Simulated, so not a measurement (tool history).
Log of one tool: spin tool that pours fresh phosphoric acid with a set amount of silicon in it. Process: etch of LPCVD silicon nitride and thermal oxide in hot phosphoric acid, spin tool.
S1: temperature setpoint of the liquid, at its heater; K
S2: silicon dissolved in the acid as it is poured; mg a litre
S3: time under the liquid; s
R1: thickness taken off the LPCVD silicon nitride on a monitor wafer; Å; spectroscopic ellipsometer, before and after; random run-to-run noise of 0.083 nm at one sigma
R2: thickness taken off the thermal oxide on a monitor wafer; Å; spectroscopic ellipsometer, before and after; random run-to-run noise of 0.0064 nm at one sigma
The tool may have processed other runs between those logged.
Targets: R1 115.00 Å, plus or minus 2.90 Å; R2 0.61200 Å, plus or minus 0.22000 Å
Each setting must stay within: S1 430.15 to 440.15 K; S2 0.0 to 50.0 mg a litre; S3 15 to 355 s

Run 1, hour 0.0: S1 435.15 K, S2 26.0 mg a litre, S3 180 s. Result: R1 166.89 Å, R2 2.53040 Å.
Run 2, hour 7.0: S1 435.15 K, S2 31.0 mg a litre, S3 180 s. Result: R1 168.63 Å, R2 2.41980 Å.
Run 3, hour 8.0: S1 435.15 K, S2 31.0 mg a litre, S3 240 s. Result: R1 222.56 Å, R2 3.59430 Å.
Run 4, hour 16.5: S1 435.15 K, S2 31.0 mg a litre, S3 285 s. Result: R1 263.55 Å, R2 2.94530 Å.
Run 5, hour 23.1: S1 434.15 K, S2 34.0 mg a litre, S3 260 s. Result: R1 234.27 Å, R2 2.70170 Å.
Run 6, hour 25.3: S1 434.15 K, S2 49.0 mg a litre, S3 260 s. Result: R1 231.84 Å, R2 1.50540 Å.
Run 7, hour 29.0: S1 431.65 K, S2 50.0 mg a litre, S3 170 s. Result: R1 139.97 Å, R2 0.78038 Å.
Run 8, hour 31.7: S1 431.65 K, S2 50.0 mg a litre, S3 170 s. Result: R1 140.67 Å, R2 0.77360 Å.
Run 9, hour 39.5: S1 431.65 K, S2 50.0 mg a litre, S3 165 s. Result: R1 137.10 Å, R2 0.67560 Å.

Which one of the following 5 next-run settings gets every result inside its allowed miss? There is exactly one.
Run A, hour 47.3: S1 434.15 K, S2 29.5 mg a litre, S3 135 s. Result: R1 ?, R2 ?.
Run B, hour 47.3: S1 431.65 K, S2 50.0 mg a litre, S3 150 s. Result: R1 ?, R2 ?.
Run C, hour 47.3: S1 431.65 K, S2 27.5 mg a litre, S3 145 s. Result: R1 ?, R2 ?.
Run D, hour 47.3: S1 432.65 K, S2 50.0 mg a litre, S3 135 s. Result: R1 ?, R2 ?.
Run E, hour 47.3: S1 432.15 K, S2 39.5 mg a litre, S3 130 s. Result: R1 ?, R2 ?.

move      R1       R2
   A  120.94  2.07420
   B  123.55  0.78459
   C  119.43  1.99590
   D  115.01  0.76070
   E  108.90  1.04690
A: moves toward the targets from the last run without getting all of them in spec
B: moves toward the targets from the last run without getting all of them in spec
C: moves toward the targets from the last run without getting all of them in spec
D: all results land within tolerance of their targets
E: takes the biggest miss from the last run beyond its target
D meets every target.
